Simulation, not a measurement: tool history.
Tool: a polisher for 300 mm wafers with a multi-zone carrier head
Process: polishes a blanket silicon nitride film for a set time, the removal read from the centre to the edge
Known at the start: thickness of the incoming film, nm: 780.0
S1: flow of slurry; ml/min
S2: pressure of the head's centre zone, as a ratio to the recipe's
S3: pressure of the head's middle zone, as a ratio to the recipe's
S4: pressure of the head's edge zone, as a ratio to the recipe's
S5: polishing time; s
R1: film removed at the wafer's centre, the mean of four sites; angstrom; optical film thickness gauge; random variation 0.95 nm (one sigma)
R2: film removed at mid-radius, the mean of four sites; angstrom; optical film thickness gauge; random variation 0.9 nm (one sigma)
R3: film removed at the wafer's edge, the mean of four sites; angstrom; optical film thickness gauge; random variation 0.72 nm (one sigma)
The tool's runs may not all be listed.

{"run": 1, "day": 0.0, "S1": 280, "S2": 1, "S3": 1, "S4": 1, "S5": 45, "R1": 1012.1, "R2": 1027, "R3": 1029.3}
{"run": 2, "day": 0.262, "S1": 220, "S2": 1, "S3": 1, "S4": 1, "S5": 45, "R1": 1001.3, "R2": 998.17, "R3": 1004.1}
{"run": 3, "day": 0.567, "S1": 215, "S2": 1, "S3": 1.04, "S4": 0.95, "S5": 40, "R1": 873.11, "R2": 927.42, "R3": 876.16}
{"run": 4, "day": 0.608, "S1": 215, "S2": 1.06, "S3": 1.04, "S4": 0.95, "S5": 40, "R1": 935.07, "R2": 916.24, "R3": 871.05}
{"run": 5, "day": 0.888, "S1": 215, "S2": 1.06, "S3": 0.98, "S4": 0.95, "S5": 40, "R1": 950.09, "R2": 862.44, "R3": 874.53}
{"run": 6, "day": 0.912, "S1": 280, "S2": 1.06, "S3": 0.98, "S4": 0.95, "S5": 40, "R1": 957.95, "R2": 885.74, "R3": 896.85}

The next listed run, before its measurement:
{"run": 7, "day": 0.962, "S1": 270, "S2": 1.06, "S3": 1.02, "S4": 0.91, "S5": 37, "R1": "?", "R2": "?", "R3": "?"}

Run 7 gave R1 868.66 angstrom, R2 854.36 angstrom, R3 803.78 angstrom.
